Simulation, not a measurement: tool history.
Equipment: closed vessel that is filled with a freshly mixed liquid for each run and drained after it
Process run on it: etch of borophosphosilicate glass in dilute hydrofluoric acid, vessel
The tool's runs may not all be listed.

run  hour  temperature setpoint of the liquid (C)  parts of water to one part of 49 % hydrofluoric acid (parts by volume)  time in the liquid (s)  thickness taken off the borophosphosilicate glass on a monitor wafer (angstrom)
  1   0.0                                    22.0                                                                     250                      30                                                                           47.298
  2   1.5                                    23.0                                                                     230                      30                                                                           53.390
  3   3.3                                    24.0                                                                     230                      30                                                                           55.425
  4   9.4                                    24.5                                                                     215                      30                                                                           62.927
  5  16.1                                    25.0                                                                     205                      30                                                                           68.347
  6  17.0                                    23.0                                                                     205                      30                                                                           61.817
  7  25.1                                    24.0                                                                     195                      30                                                                           68.923
  8  33.4                                    24.5                                                                     190                      30                                                                           71.966
  9  34.9                                    24.5                                                                     190                      30                                                                           71.698
 10  38.8                                    25.0                                                                     185                      30                                                                           76.551

Forecast run 11:
 11  39.5                                    25.5                                                                     180                      30                                                                                ?

thickness taken off the borophosphosilicate glass on a monitor wafer (angstrom): 80.600
